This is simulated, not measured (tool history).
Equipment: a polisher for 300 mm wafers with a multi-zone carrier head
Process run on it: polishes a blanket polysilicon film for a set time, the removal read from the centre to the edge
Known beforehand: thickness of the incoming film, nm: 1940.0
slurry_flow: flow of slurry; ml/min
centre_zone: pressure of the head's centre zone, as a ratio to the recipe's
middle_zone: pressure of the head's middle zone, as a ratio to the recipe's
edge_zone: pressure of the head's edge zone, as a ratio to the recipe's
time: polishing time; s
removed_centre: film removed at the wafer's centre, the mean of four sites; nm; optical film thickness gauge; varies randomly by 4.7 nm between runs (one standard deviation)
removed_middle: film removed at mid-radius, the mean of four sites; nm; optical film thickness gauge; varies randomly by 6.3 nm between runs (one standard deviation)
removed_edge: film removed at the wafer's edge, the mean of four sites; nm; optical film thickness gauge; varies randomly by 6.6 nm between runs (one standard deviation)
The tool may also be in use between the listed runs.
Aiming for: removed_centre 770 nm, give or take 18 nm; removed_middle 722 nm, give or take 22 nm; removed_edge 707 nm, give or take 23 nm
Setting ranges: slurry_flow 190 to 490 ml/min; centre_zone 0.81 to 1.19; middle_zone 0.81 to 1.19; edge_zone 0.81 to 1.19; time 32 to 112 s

{"run": 1, "day": 0.0, "slurry_flow": 315, "centre_zone": 1, "middle_zone": 1, "edge_zone": 1, "time": 72, "removed_centre": 512.7, "removed_middle": 525.4, "removed_edge": 514.12}
{"run": 2, "day": 0.371, "slurry_flow": 315, "centre_zone": 1, "middle_zone": 0.95, "edge_zone": 1, "time": 72, "removed_centre": 517.86, "removed_middle": 505.25, "removed_edge": 509.64}
{"run": 3, "day": 0.525, "slurry_flow": 315, "centre_zone": 1.05, "middle_zone": 0.95, "edge_zone": 1, "time": 72, "removed_centre": 548.53, "removed_middle": 506.62, "removed_edge": 513.35}
{"run": 4, "day": 0.588, "slurry_flow": 325, "centre_zone": 1.08, "middle_zone": 0.99, "edge_zone": 1.04, "time": 75, "removed_centre": 585.8, "removed_middle": 539.92, "removed_edge": 543.55}
{"run": 5, "day": 0.783, "slurry_flow": 325, "centre_zone": 1.08, "middle_zone": 0.92, "edge_zone": 1.04, "time": 75, "removed_centre": 586.85, "removed_middle": 509.67, "removed_edge": 550.88}
{"run": 6, "day": 1.071, "slurry_flow": 335, "centre_zone": 1.1, "middle_zone": 0.96, "edge_zone": 1.06, "time": 78, "removed_centre": 624.22, "removed_middle": 550.53, "removed_edge": 590.34}
{"run": 7, "day": 1.412, "slurry_flow": 350, "centre_zone": 1.12, "middle_zone": 1, "edge_zone": 1.07, "time": 80, "removed_centre": 658.63, "removed_middle": 588.61, "removed_edge": 600.21}
{"run": 8, "day": 1.554, "slurry_flow": 355, "centre_zone": 1.13, "middle_zone": 1.02, "edge_zone": 1.09, "time": 82, "removed_centre": 678.7, "removed_middle": 613.89, "removed_edge": 618.3}

Exercise: of the 5 proposed moves below, exactly one satisfies all targets within the stated allowed misses. Which move is it?
{"run": "A", "day": 1.696, "slurry_flow": 325, "centre_zone": 1.13, "middle_zone": 1.13, "edge_zone": 1.04, "time": 89, "removed_centre": "?", "removed_middle": "?", "removed_edge": "?"}
{"run": "B", "day": 1.696, "slurry_flow": 370, "centre_zone": 1.13, "middle_zone": 1.09, "edge_zone": 1.11, "time": 86, "removed_centre": "?", "removed_middle": "?", "removed_edge": "?"}
{"run": "C", "day": 1.696, "slurry_flow": 350, "centre_zone": 1.13, "middle_zone": 1.07, "edge_zone": 1.13, "time": 93, "removed_centre": "?", "removed_middle": "?", "removed_edge": "?"}
{"run": "D", "day": 1.696, "slurry_flow": 405, "centre_zone": 1.15, "middle_zone": 1.15, "edge_zone": 1.05, "time": 86, "removed_centre": "?", "removed_middle": "?", "removed_edge": "?"}
{"run": "E", "day": 1.696, "slurry_flow": 385, "centre_zone": 1.11, "middle_zone": 1.02, "edge_zone": 1.04, "time": 89, "removed_centre": "?", "removed_middle": "?", "removed_edge": "?"}

move=A removed_centre=726.2 removed_middle=728.34 removed_edge=639.66
move=B removed_centre=710.28 removed_middle=690 removed_edge=644.43
move=C removed_centre=764.08 removed_middle=731.05 removed_edge=700.96
move=D removed_centre=728.82 removed_middle=727.51 removed_edge=629.58
move=E removed_centre=724.12 removed_middle=677.11 removed_edge=647.69
A: an improvement on the last run, though not all results are within tolerance
B: an improvement on the last run, though not all results are within tolerance
C: every result within its allowed miss
D: an improvement on the last run, though not all results are within tolerance
E: an improvement on the last run, though not all results are within tolerance
So the answer is move C, the one that meets all the targets.
